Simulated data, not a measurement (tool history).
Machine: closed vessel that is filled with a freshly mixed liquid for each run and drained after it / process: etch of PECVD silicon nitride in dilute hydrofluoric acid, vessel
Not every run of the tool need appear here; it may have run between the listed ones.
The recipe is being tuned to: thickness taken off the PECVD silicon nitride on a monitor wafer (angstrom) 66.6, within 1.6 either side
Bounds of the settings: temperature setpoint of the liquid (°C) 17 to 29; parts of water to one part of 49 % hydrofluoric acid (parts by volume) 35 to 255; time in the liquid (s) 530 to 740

run    day  temperature setpoint of the liquid (°C)  parts of water to one part of 49 % hydrofluoric acid (parts by volume)  time in the liquid (s)  thickness taken off the PECVD silicon nitride on a monitor wafer (angstrom)
  1      0                                       21                                                                     145                     740                                                                       161.55
  2  0.283                                     19.5                                                                     175                     735                                                                       122.23
  3  0.417                                     19.5                                                                     155                     735                                                                       138.69
  4  0.692                                     19.5                                                                     155                     740                                                                       137.53
  5  0.812                                     19.5                                                                     200                     740                                                                       107.87
  6  0.917                                     18.5                                                                     220                     730                                                                       90.969
  7      1                                       18                                                                     230                     710                                                                        81.38
  8  1.067                                       18                                                                     230                     710                                                                        81.86
  9  1.117                                     17.5                                                                     240                     705                                                                       75.617
 10  1.288                                     17.5                                                                     245                     695                                                                       73.734
 11  1.429                                     17.5                                                                     250                     685                                                                       70.751

Which single option among these 4 for the next run brings every result within its allowed miss of target? Just one does.
  A  1.571                                       17                                                                     255                     690                                                                            ?
  B  1.571                                       18                                                                     240                     725                                                                            ?
  C  1.571                                       17                                                                     230                     720                                                                            ?
  D  1.571                                     18.5                                                                     255                     700                                                                            ?

move  thickness taken off the PECVD silicon nitride on a monitor wafer (angstrom)
   A                                                                       67.021
   B                                                                       79.726
   C                                                                        77.17
   D                                                                        75.05
A: every result lands within tolerance
B: moves away from the targets compared with the last run
C: moves away from the targets compared with the last run
D: moves away from the targets compared with the last run
A is the move that brings every result within its allowed miss.

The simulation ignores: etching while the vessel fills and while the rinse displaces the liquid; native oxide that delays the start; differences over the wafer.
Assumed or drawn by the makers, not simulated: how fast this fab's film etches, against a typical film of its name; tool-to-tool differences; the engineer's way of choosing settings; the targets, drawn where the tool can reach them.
